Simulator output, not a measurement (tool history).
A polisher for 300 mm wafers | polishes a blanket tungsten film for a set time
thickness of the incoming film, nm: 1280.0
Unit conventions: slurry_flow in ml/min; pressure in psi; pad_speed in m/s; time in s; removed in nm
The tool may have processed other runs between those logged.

run 1 hour=0.0 | slurry_flow=160 pressure=3.0 pad_speed=1.02 slurry_solids=1.00 time=43 | removed=178.46
run 2 hour=4.2 | slurry_flow=160 pressure=2.9 pad_speed=1.02 slurry_solids=1.00 time=43 | removed=167.31
run 3 hour=9.5 | slurry_flow=160 pressure=2.9 pad_speed=1.02 slurry_solids=0.85 time=43 | removed=164.32
run 4 hour=15.7 | slurry_flow=195 pressure=2.9 pad_speed=1.02 slurry_solids=0.85 time=43 | removed=170.76
run 5 hour=22.3 | slurry_flow=195 pressure=2.9 pad_speed=1.02 slurry_solids=0.65 time=43 | removed=163.09
run 6 hour=27.7 | slurry_flow=195 pressure=3.3 pad_speed=1.02 slurry_solids=0.65 time=43 | removed=183.14
run 7 hour=29.2 | slurry_flow=190 pressure=3.1 pad_speed=1.02 slurry_solids=0.65 time=43 | removed=172.14
run 8 hour=33.1 | slurry_flow=185 pressure=3.0 pad_speed=1.02 slurry_solids=0.65 time=43 | removed=166.92
run 9 hour=39.1 | slurry_flow=185 pressure=2.9 pad_speed=1.02 slurry_solids=0.65 time=43 | removed=158.51
run 10 hour=41.8 | slurry_flow=180 pressure=2.9 pad_speed=1.02 slurry_solids=0.65 time=43 | removed=159.52

What does the tool deliver on the next run?
run 11 hour=47.6 | slurry_flow=175 pressure=2.9 pad_speed=1.02 slurry_solids=0.65 time=43 | removed=?

{"run 11": {"removed": 159.65}}
